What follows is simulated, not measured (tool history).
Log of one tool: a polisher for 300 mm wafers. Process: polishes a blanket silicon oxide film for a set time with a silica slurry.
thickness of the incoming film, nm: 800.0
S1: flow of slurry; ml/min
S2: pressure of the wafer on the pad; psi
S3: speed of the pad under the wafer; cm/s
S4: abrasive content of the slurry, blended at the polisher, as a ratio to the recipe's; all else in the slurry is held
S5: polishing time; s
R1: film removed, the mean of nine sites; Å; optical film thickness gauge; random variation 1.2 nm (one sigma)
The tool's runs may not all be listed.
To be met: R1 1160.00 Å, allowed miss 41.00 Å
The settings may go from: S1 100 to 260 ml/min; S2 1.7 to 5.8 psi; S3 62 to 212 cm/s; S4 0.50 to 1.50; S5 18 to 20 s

{"run": 1, "day": 0.0, "S1": 165, "S2": 3.7, "S3": 136, "S4": 1.0, "S5": 20, "R1": 627.35}
{"run": 2, "day": 0.229, "S1": 165, "S2": 3.7, "S3": 136, "S4": 1.0, "S5": 18, "R1": 581.93}
{"run": 3, "day": 0.3, "S1": 165, "S2": 4.4, "S3": 136, "S4": 1.0, "S5": 18, "R1": 669.54}
{"run": 4, "day": 0.546, "S1": 170, "S2": 4.7, "S3": 146, "S4": 1.0, "S5": 18, "R1": 770.17}
{"run": 5, "day": 0.708, "S1": 170, "S2": 4.7, "S3": 122, "S4": 1.0, "S5": 18, "R1": 679.67}
{"run": 6, "day": 0.888, "S1": 170, "S2": 4.7, "S3": 122, "S4": 1.1, "S5": 18, "R1": 706.57}
{"run": 7, "day": 0.975, "S1": 175, "S2": 5.0, "S3": 132, "S4": 1.1, "S5": 18, "R1": 805.93}
{"run": 8, "day": 1.008, "S1": 180, "S2": 5.2, "S3": 138, "S4": 1.1, "S5": 18, "R1": 875.87}
{"run": 9, "day": 1.321, "S1": 185, "S2": 5.3, "S3": 142, "S4": 1.1, "S5": 18, "R1": 912.64}
{"run": 10, "day": 1.454, "S1": 185, "S2": 5.4, "S3": 148, "S4": 1.1, "S5": 18, "R1": 975.94}
{"run": 11, "day": 1.671, "S1": 190, "S2": 5.5, "S3": 150, "S4": 1.1, "S5": 18, "R1": 983.07}
{"run": 12, "day": 1.804, "S1": 190, "S2": 5.6, "S3": 154, "S4": 1.1, "S5": 18, "R1": 1020.8}
{"run": 13, "day": 1.842, "S1": 190, "S2": 5.6, "S3": 158, "S4": 1.1, "S5": 18, "R1": 1065.5}
{"run": 14, "day": 2.204, "S1": 190, "S2": 5.6, "S3": 160, "S4": 1.1, "S5": 18, "R1": 1062.3}
{"run": 15, "day": 2.512, "S1": 190, "S2": 5.6, "S3": 162, "S4": 1.1, "S5": 18, "R1": 1052.5}

5 next moves are on the table. One of them brings every result within its allowed miss. Which?
{"run": "A", "day": 2.821, "S1": 195, "S2": 5.2, "S3": 158, "S4": 1.1, "S5": 18, "R1": "?"}
{"run": "B", "day": 2.821, "S1": 205, "S2": 5.5, "S3": 182, "S4": 1.2, "S5": 18, "R1": "?"}
{"run": "C", "day": 2.821, "S1": 205, "S2": 5.7, "S3": 154, "S4": 1.05, "S5": 20, "R1": "?"}
{"run": "D", "day": 2.821, "S1": 160, "S2": 5.3, "S3": 168, "S4": 0.95, "S5": 18, "R1": "?"}
{"run": "E", "day": 2.821, "S1": 210, "S2": 5.2, "S3": 152, "S4": 1.2, "S5": 18, "R1": "?"}

move=A R1=982.74
move=B R1=1226.00
move=C R1=1147.30
move=D R1=929.75
move=E R1=1009.40
A: further off than the last run
B: takes the result that was furthest off past its target
C: meets every target
D: further off than the last run
E: further off than the last run
The right move is C.

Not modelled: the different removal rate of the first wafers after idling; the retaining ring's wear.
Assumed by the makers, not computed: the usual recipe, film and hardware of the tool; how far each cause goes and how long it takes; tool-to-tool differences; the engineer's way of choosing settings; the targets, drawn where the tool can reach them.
